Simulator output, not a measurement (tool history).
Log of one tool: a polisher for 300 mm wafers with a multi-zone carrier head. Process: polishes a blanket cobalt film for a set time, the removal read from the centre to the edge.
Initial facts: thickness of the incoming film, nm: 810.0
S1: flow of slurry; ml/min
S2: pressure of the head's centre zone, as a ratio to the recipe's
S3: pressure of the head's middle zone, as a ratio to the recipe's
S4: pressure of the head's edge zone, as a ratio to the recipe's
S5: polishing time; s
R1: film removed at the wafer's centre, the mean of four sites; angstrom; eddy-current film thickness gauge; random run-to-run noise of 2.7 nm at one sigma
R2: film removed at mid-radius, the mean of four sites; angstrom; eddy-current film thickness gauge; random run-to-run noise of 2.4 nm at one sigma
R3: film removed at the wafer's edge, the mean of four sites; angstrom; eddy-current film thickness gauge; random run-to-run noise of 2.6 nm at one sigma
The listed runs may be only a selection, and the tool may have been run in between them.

run 1 hour=0 | S1=250 S2=1 S3=1 S4=1 S5=66 | R1=2584.5 R2=2536.8 R3=2551.1
run 2 hour=6.8 | S1=220 S2=1 S3=1 S4=1 S5=66 | R1=2526.6 R2=2521.2 R3=2557.5
run 3 hour=15.2 | S1=185 S2=1 S3=1 S4=1 S5=66 | R1=2466.3 R2=2494.6 R3=2452.5
run 4 hour=19.8 | S1=150 S2=1 S3=1 S4=1 S5=66 | R1=2383 R2=2410.9 R3=2423.4
run 5 hour=26.3 | S1=210 S2=1.06 S3=1.06 S4=1 S5=69 | R1=2793 R2=2756.8 R3=2630.7
run 6 hour=29.5 | S1=210 S2=1.06 S3=1.06 S4=1 S5=54 | R1=2170.6 R2=2180.5 R3=2040.1
run 7 hour=33.2 | S1=250 S2=1.1 S3=1.1 S4=0.98 S5=62 | R1=2652.1 R2=2623.7 R3=2401.3
run 8 hour=38.5 | S1=285 S2=1.13 S3=1.13 S4=0.94 S5=67 | R1=3007.2 R2=2977.9 R3=2556.6
run 9 hour=41.2 | S1=310 S2=1.15 S3=1.14 S4=0.94 S5=70 | R1=3222 R2=3133 R3=2665.9
run 10 hour=42.4 | S1=325 S2=1.16 S3=1.15 S4=0.94 S5=73 | R1=3410.9 R2=3297.4 R3=2751.4
run 11 hour=43.8 | S1=325 S2=1.17 S3=1.16 S4=0.95 S5=76 | R1=3579.4 R2=3420.5 R3=2904.7
run 12 hour=52.2 | S1=330 S2=1.18 S3=1.17 S4=0.95 S5=78 | R1=3716.5 R2=3566.7 R3=2971.2
run 13 hour=55.3 | S1=335 S2=1.18 S3=1.17 S4=0.96 S5=79 | R1=3753.4 R2=3586.2 R3=3025.1
run 14 hour=58.9 | S1=335 S2=1.18 S3=1.17 S4=0.96 S5=79 | R1=3770.9 R2=3613.3 R3=3051.7
run 15 hour=60.1 | S1=340 S2=1.18 S3=1.17 S4=0.96 S5=80 | R1=3811.7 R2=3682.9 R3=3126.4

Predict the results of run 16:
run 16 hour=62.3 | S1=345 S2=1.18 S3=1.17 S4=0.95 S5=80 | R1=? R2=? R3=?

Run 16 came out at R1 3792.8 angstrom, R2 3660.9 angstrom, R3 3078.8 angstrom.
